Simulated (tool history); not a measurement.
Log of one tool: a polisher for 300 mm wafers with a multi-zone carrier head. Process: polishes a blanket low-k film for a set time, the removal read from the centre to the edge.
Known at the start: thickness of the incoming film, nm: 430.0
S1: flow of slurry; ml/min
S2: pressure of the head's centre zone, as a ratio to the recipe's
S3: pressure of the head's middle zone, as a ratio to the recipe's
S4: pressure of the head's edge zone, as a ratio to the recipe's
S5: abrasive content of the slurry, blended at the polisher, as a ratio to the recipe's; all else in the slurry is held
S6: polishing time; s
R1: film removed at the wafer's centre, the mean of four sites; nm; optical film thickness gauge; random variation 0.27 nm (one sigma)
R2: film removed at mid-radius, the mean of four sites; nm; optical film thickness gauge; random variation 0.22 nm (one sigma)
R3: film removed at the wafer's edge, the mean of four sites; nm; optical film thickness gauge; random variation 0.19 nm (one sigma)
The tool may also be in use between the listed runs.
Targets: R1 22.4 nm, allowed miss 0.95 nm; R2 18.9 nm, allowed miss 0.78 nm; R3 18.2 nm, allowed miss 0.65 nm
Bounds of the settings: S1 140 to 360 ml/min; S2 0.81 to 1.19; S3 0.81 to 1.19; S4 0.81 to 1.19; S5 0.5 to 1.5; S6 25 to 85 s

Run 1, hour 0: S1 230 ml/min, S2 1, S3 1, S4 1, S5 1, S6 55 s. Result: R1 15.306 nm, R2 15.189 nm, R3 15.935 nm.
Run 2, hour 3: S1 245 ml/min, S2 1.06, S3 1.02, S4 0.99, S5 1.1, S6 55 s. Result: R1 17.562 nm, R2 16.266 nm, R3 16.435 nm.
Run 3, hour 3.7: S1 195 ml/min, S2 1.06, S3 1.02, S4 0.99, S5 1.1, S6 55 s. Result: R1 16.352 nm, R2 15.808 nm, R3 15.996 nm.
Run 4, hour 6.3: S1 195 ml/min, S2 1.06, S3 1.02, S4 0.99, S5 0.95, S6 55 s. Result: R1 15.41 nm, R2 14.545 nm, R3 14.938 nm.
Run 5, hour 14.9: S1 225 ml/min, S2 1.1, S3 1.05, S4 1.02, S5 1.05, S6 55 s. Result: R1 17.351 nm, R2 16.079 nm, R3 16.098 nm.
Run 6, hour 15.9: S1 250 ml/min, S2 1.13, S3 1.07, S4 1.04, S5 1.1, S6 55 s. Result: R1 18.449 nm, R2 17.571 nm, R3 16.969 nm.
Run 7, hour 24: S1 275 ml/min, S2 1.15, S3 1.06, S4 1.03, S5 1.15, S6 55 s. Result: R1 19.994 nm, R2 17.392 nm, R3 17.094 nm.
Run 8, hour 31.2: S1 295 ml/min, S2 1.19, S3 1.12, S4 1.07, S5 1.25, S6 55 s. Result: R1 21.337 nm, R2 19.411 nm, R3 18.676 nm.
Run 9, hour 36.2: S1 295 ml/min, S2 1.19, S3 1.12, S4 1.07, S5 1.25, S6 55 s. Result: R1 21.024 nm, R2 19.602 nm, R3 18.398 nm.
Run 10, hour 42.6: S1 300 ml/min, S2 1.19, S3 1.1, S4 1.05, S5 1.25, S6 55 s. Result: R1 21.209 nm, R2 19.191 nm, R3 18.255 nm.
Run 11, hour 43.4: S1 310 ml/min, S2 1.19, S3 1.08, S4 1.03, S5 1.25, S6 55 s. Result: R1 21.452 nm, R2 18.415 nm, R3 18.019 nm.
At hour 45.9: edge zone pressure recalibrated.
Run 12, hour 45.9: S1 310 ml/min, S2 1.19, S3 1.08, S4 1.03, S5 1.25, S6 55 s. Result: R1 20.907 nm, R2 18.761 nm, R3 17.222 nm.

5 next moves are on the table. One of them brings every result within its allowed miss. Which?
Run A, hour 48.4: S1 305 ml/min, S2 1.19, S3 1.08, S4 1.12, S5 1.1, S6 56 s. Result: R1 ?, R2 ?, R3 ?.
Run B, hour 48.4: S1 290 ml/min, S2 1.19, S3 1.04, S4 1.07, S5 1.3, S6 57 s. Result: R1 ?, R2 ?, R3 ?.
Run C, hour 48.4: S1 280 ml/min, S2 1.09, S3 1.08, S4 1.18, S5 1.3, S6 54 s. Result: R1 ?, R2 ?, R3 ?.
Run D, hour 48.4: S1 340 ml/min, S2 1.19, S3 1.12, S4 0.96, S5 1.2, S6 53 s. Result: R1 ?, R2 ?, R3 ?.
Run E, hour 48.4: S1 360 ml/min, S2 1.12, S3 1.15, S4 0.99, S5 1.35, S6 49 s. Result: R1 ?, R2 ?, R3 ?.

move      R1      R2      R3
   A  20.971  18.003  17.051
   B   22.89  19.046  18.278
   C  19.774   18.57  18.049
   D  20.914    18.5  15.823
   E  19.248  18.507  15.647
A: further off than the last run
B: meets every target
C: further off than the last run
D: further off than the last run
E: further off than the last run
Answer: B
